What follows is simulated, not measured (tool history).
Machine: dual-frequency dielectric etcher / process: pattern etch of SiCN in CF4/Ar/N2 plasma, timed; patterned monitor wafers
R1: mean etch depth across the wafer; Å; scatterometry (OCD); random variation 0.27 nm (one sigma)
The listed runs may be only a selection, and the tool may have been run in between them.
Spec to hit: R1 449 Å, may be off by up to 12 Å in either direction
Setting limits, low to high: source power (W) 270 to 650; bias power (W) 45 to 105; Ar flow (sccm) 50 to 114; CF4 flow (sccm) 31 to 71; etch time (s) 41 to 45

Run 1, day 0: source power (W) 460, bias power (W) 75, Ar flow (sccm) 82, CF4 flow (sccm) 51, etch time (s) 45. Result: R1 387.35 Å.
Run 2, day 0.125: source power (W) 480, bias power (W) 75, Ar flow (sccm) 82, CF4 flow (sccm) 51, etch time (s) 45. Result: R1 399.04 Å.
Run 3, day 0.275: source power (W) 480, bias power (W) 75, Ar flow (sccm) 82, CF4 flow (sccm) 56, etch time (s) 45. Result: R1 405.65 Å.
Run 4, day 0.317: source power (W) 500, bias power (W) 75, Ar flow (sccm) 82, CF4 flow (sccm) 56, etch time (s) 45. Result: R1 416.11 Å.
Run 5, day 0.467: source power (W) 500, bias power (W) 75, Ar flow (sccm) 82, CF4 flow (sccm) 62, etch time (s) 45. Result: R1 415.15 Å.
Run 6, day 0.546: source power (W) 510, bias power (W) 75, Ar flow (sccm) 82, CF4 flow (sccm) 62, etch time (s) 45. Result: R1 424.86 Å.
Run 7, day 0.692: source power (W) 520, bias power (W) 75, Ar flow (sccm) 82, CF4 flow (sccm) 62, etch time (s) 45. Result: R1 433.28 Å.
Run 8, day 0.912: source power (W) 530, bias power (W) 75, Ar flow (sccm) 82, CF4 flow (sccm) 62, etch time (s) 45. Result: R1 437.85 Å.

5 next moves are on the table. One of them brings every result within its allowed miss. Which?
Run A, day 1.133: source power (W) 550, bias power (W) 83, Ar flow (sccm) 72, CF4 flow (sccm) 71, etch time (s) 42.5. Result: R1 ?.
Run B, day 1.133: source power (W) 510, bias power (W) 76, Ar flow (sccm) 71, CF4 flow (sccm) 69, etch time (s) 42.5. Result: R1 ?.
Run C, day 1.133: source power (W) 590, bias power (W) 66, Ar flow (sccm) 81, CF4 flow (sccm) 64, etch time (s) 42. Result: R1 ?.
Run D, day 1.133: source power (W) 520, bias power (W) 75, Ar flow (sccm) 77, CF4 flow (sccm) 60, etch time (s) 43.5. Result: R1 ?.
Run E, day 1.133: source power (W) 510, bias power (W) 72, Ar flow (sccm) 90, CF4 flow (sccm) 63, etch time (s) 45. Result: R1 ?.

move      R1
   A  454.73
   B  419.33
   C  415.26
   D  419.55
   E  413.23
A: each result inside its tolerance
B: the biggest miss grows against the last run
C: the biggest miss grows against the last run
D: the biggest miss grows against the last run
E: the biggest miss grows against the last run
A is the move that brings every result within its allowed miss.
